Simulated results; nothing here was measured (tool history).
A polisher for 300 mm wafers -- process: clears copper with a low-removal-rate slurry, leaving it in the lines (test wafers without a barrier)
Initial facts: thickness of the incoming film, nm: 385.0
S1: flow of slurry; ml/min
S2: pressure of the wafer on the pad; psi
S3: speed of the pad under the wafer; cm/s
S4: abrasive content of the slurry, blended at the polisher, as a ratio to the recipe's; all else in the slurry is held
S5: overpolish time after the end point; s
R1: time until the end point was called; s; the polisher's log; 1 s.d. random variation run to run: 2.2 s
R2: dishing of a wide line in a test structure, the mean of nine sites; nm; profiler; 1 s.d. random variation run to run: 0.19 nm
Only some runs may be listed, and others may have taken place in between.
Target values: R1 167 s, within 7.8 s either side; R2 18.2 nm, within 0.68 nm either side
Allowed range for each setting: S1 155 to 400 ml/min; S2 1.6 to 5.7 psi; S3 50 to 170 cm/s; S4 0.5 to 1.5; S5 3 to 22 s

Run 1, day 0: S1 255 ml/min, S2 3.6 psi, S3 110 cm/s, S4 1, S5 11 s. Result: R1 103.85 s, R2 22.592 nm.
Run 2, day 0.288: S1 215 ml/min, S2 3.6 psi, S3 110 cm/s, S4 1, S5 11 s. Result: R1 103.12 s, R2 22.371 nm.
Run 3, day 0.333: S1 215 ml/min, S2 3.6 psi, S3 92 cm/s, S4 1, S5 11 s. Result: R1 125.1 s, R2 19.814 nm.
Run 4, day 0.633: S1 215 ml/min, S2 3.4 psi, S3 92 cm/s, S4 1, S5 11 s. Result: R1 131.36 s, R2 19.238 nm.
At day 0.954: worn pad replaced by a new one.
Run 5, day 0.954: S1 215 ml/min, S2 3.2 psi, S3 92 cm/s, S4 1, S5 11 s. Result: R1 133.02 s, R2 19.424 nm.
Run 6, day 1.162: S1 215 ml/min, S2 3.2 psi, S3 104 cm/s, S4 1, S5 11 s. Result: R1 113.34 s, R2 20.703 nm.
Run 7, day 1.358: S1 215 ml/min, S2 3.2 psi, S3 104 cm/s, S4 1, S5 11 s. Result: R1 113.97 s, R2 20.884 nm.
Run 8, day 1.396: S1 215 ml/min, S2 2.9 psi, S3 100 cm/s, S4 1, S5 11 s. Result: R1 127.48 s, R2 19.563 nm.
Run 9, day 1.712: S1 215 ml/min, S2 2.7 psi, S3 98 cm/s, S4 1, S5 11 s. Result: R1 136.36 s, R2 18.689 nm.
Run 10, day 1.908: S1 215 ml/min, S2 2.5 psi, S3 98 cm/s, S4 1, S5 11 s. Result: R1 142.9 s, R2 17.891 nm.
Run 11, day 1.946: S1 215 ml/min, S2 2.4 psi, S3 98 cm/s, S4 1, S5 11 s. Result: R1 143.91 s, R2 17.628 nm.
Run 12, day 2.004: S1 215 ml/min, S2 2.3 psi, S3 98 cm/s, S4 1, S5 11 s. Result: R1 149.39 s, R2 17.248 nm.
Run 13, day 2.308: S1 215 ml/min, S2 2.2 psi, S3 98 cm/s, S4 1, S5 11 s. Result: R1 150.92 s, R2 16.999 nm.
Run 14, day 2.421: S1 215 ml/min, S2 2.1 psi, S3 98 cm/s, S4 1, S5 11 s. Result: R1 159.56 s, R2 16.707 nm.
Run 15, day 2.675: S1 215 ml/min, S2 2.1 psi, S3 98 cm/s, S4 1, S5 11 s. Result: R1 154.72 s, R2 16.631 nm.
Run 16, day 2.704: S1 215 ml/min, S2 2 psi, S3 96 cm/s, S4 1, S5 12 s. Result: R1 163.16 s, R2 16.887 nm.

Pick the move, out of 5, that brings all results within their allowed miss; only one does.
Run A, day 2.733: S1 205 ml/min, S2 1.8 psi, S3 100 cm/s, S4 1, S5 11 s. Result: R1 ?, R2 ?.
Run B, day 2.733: S1 165 ml/min, S2 2.3 psi, S3 86 cm/s, S4 0.9, S5 12 s. Result: R1 ?, R2 ?.
Run C, day 2.733: S1 210 ml/min, S2 2.1 psi, S3 90 cm/s, S4 1, S5 11 s. Result: R1 ?, R2 ?.
Run D, day 2.733: S1 225 ml/min, S2 1.9 psi, S3 90 cm/s, S4 0.95, S5 11 s. Result: R1 ?, R2 ?.
Run E, day 2.733: S1 220 ml/min, S2 2 psi, S3 94 cm/s, S4 1.1, S5 13 s. Result: R1 ?, R2 ?.

move      R1      R2
   A   171.9  15.778
   B  180.52  16.327
   C  174.44  15.646
   D  185.44  14.885
   E   167.8  18.267
A: the biggest miss grows against the last run
B: the biggest miss grows against the last run
C: the biggest miss grows against the last run
D: the biggest miss grows against the last run
E: hits every target within its allowed miss
The right move is E.
